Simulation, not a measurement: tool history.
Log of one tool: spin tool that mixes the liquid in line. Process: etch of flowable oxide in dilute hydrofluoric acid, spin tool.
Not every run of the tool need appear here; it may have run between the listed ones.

run,day,temperature setpoint of the liquid (°C),parts of water to one part of 49 % hydrofluoric acid (parts by volume),time under the liquid (s),thickness taken off the flowable oxide on a monitor wafer (nm)
1,0.000,22.0,80,240,79.132
2,0.100,24.5,70,240,101.550
3,0.325,26.5,65,240,119.170
4,0.462,26.5,55,240,142.110
5,0.608,27.5,55,240,148.630
6,0.933,30.0,55,240,164.090
7,1.017,29.5,55,240,160.630

Run 8, settings as shown, results not yet in. Your forecast:
8,1.133,29.0,55,240,?

thickness taken off the flowable oxide on a monitor wafer (nm): 157.260
